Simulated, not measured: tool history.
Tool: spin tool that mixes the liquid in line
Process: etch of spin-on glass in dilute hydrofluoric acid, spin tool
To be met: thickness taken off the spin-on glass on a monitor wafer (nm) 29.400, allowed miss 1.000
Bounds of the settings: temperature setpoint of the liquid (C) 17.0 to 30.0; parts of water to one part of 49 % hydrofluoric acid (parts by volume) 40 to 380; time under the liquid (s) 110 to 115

run	hour	temperature setpoint of the liquid (C)	parts of water to one part of 49 % hydrofluoric acid (parts by volume)	time under the liquid (s)	thickness taken off the spin-on glass on a monitor wafer (nm)
1	0.0	22.0	210	110	10.720
2	4.9	22.0	150	110	15.597
3	13.5	23.5	135	110	18.861
4	22.3	23.5	135	110	18.892
5	27.3	23.5	195	110	12.178
6	32.6	24.5	170	110	15.160
# hour 33.2: thermometer replaced
7	33.2	25.5	155	110	18.779
8	41.3	26.5	150	110	19.967
9	43.6	27.0	145	110	21.536
10	45.3	27.5	140	110	23.195
11	49.6	30.0	115	110	31.726

Which of these 4 next moves meets every target?
A	53.9	30.0	115	115	?
B	53.9	29.5	120	110	?
C	53.9	30.0	105	110	?
D	53.9	27.5	105	115	?

move	thickness taken off the spin-on glass on a monitor wafer (nm)
A	33.392
B	29.843
C	35.472
D	33.743
A: further off than the last run
B: meets every target
C: further off than the last run
D: further off than the last run
Answer: B
